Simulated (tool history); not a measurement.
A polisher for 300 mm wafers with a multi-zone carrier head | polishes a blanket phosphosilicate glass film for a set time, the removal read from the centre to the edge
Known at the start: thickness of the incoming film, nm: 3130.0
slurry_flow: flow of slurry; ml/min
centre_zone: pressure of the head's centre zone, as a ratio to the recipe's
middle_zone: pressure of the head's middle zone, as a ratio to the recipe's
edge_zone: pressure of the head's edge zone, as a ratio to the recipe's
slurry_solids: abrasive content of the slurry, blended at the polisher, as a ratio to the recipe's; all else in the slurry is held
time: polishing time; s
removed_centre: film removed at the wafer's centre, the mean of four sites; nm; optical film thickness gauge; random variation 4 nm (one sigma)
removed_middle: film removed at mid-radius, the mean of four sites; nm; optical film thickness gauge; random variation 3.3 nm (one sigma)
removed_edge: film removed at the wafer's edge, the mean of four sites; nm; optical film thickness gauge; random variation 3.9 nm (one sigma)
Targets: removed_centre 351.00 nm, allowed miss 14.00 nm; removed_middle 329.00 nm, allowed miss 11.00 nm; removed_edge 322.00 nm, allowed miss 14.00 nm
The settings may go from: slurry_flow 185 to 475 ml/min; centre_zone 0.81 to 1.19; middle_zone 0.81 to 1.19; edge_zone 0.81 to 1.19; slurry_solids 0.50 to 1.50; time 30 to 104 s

Run 1, hour 0.0: slurry_flow 305 ml/min, centre_zone 1.00, middle_zone 1.00, edge_zone 1.00, slurry_solids 1.00, time 67 s. Result: removed_centre 437.63 nm, removed_middle 432.49 nm, removed_edge 436.07 nm.
Run 2, hour 6.0: slurry_flow 310 ml/min, centre_zone 1.00, middle_zone 0.99, edge_zone 0.97, slurry_solids 0.90, time 67 s. Result: removed_centre 421.25 nm, removed_middle 407.25 nm, removed_edge 400.24 nm.
Run 3, hour 12.1: slurry_flow 310 ml/min, centre_zone 0.94, middle_zone 0.99, edge_zone 0.97, slurry_solids 0.90, time 67 s. Result: removed_centre 397.33 nm, removed_middle 406.98 nm, removed_edge 401.04 nm.
Run 4, hour 12.7: slurry_flow 245 ml/min, centre_zone 0.94, middle_zone 0.99, edge_zone 0.97, slurry_solids 0.90, time 67 s. Result: removed_centre 387.53 nm, removed_middle 395.14 nm, removed_edge 385.93 nm.
Run 5, hour 19.1: slurry_flow 240 ml/min, centre_zone 0.93, middle_zone 0.97, edge_zone 0.94, slurry_solids 0.85, time 67 s. Result: removed_centre 379.78 nm, removed_middle 375.54 nm, removed_edge 373.65 nm.
Run 6, hour 21.6: slurry_flow 240 ml/min, centre_zone 0.93, middle_zone 0.97, edge_zone 0.97, slurry_solids 0.85, time 67 s. Result: removed_centre 364.15 nm, removed_middle 384.50 nm, removed_edge 384.45 nm.
Run 7, hour 29.2: slurry_flow 235 ml/min, centre_zone 0.93, middle_zone 0.96, edge_zone 0.94, slurry_solids 0.80, time 67 s. Result: removed_centre 361.11 nm, removed_middle 362.93 nm, removed_edge 361.58 nm.
Run 8, hour 31.0: slurry_flow 235 ml/min, centre_zone 0.93, middle_zone 0.96, edge_zone 0.94, slurry_solids 0.80, time 67 s. Result: removed_centre 357.40 nm, removed_middle 367.56 nm, removed_edge 351.44 nm.
Run 9, hour 34.3: slurry_flow 230 ml/min, centre_zone 0.93, middle_zone 0.94, edge_zone 0.93, slurry_solids 0.80, time 67 s. Result: removed_centre 359.77 nm, removed_middle 353.67 nm, removed_edge 355.11 nm.

5 next moves are on the table. One of them brings every result within its allowed miss. Which?
Run A, hour 37.6: slurry_flow 255 ml/min, centre_zone 0.97, middle_zone 1.08, edge_zone 0.86, slurry_solids 0.80, time 63 s. Result: removed_centre ?, removed_middle ?, removed_edge ?.
Run B, hour 37.6: slurry_flow 185 ml/min, centre_zone 1.00, middle_zone 0.95, edge_zone 0.88, slurry_solids 0.85, time 61 s. Result: removed_centre ?, removed_middle ?, removed_edge ?.
Run C, hour 37.6: slurry_flow 245 ml/min, centre_zone 1.08, middle_zone 0.88, edge_zone 0.81, slurry_solids 0.80, time 62 s. Result: removed_centre ?, removed_middle ?, removed_edge ?.
Run D, hour 37.6: slurry_flow 255 ml/min, centre_zone 0.88, middle_zone 0.89, edge_zone 1.07, slurry_solids 0.75, time 73 s. Result: removed_centre ?, removed_middle ?, removed_edge ?.
Run E, hour 37.6: slurry_flow 385 ml/min, centre_zone 0.94, middle_zone 0.81, edge_zone 1.06, slurry_solids 0.80, time 64 s. Result: removed_centre ?, removed_middle ?, removed_edge ?.

move  removed_centre  removed_middle  removed_edge
   A          358.11          381.75        334.40
   B          351.80          328.57        328.22
   C          388.41          314.70        320.26
   D          364.24          362.84        415.81
   E          367.33          316.68        387.30
A: brings the result that was furthest off to its target, and leaves another outside
B: meets every target
C: brings the result that was furthest off to its target, and leaves another outside
D: further off than the last run
E: further off than the last run
Move B is the one to make.

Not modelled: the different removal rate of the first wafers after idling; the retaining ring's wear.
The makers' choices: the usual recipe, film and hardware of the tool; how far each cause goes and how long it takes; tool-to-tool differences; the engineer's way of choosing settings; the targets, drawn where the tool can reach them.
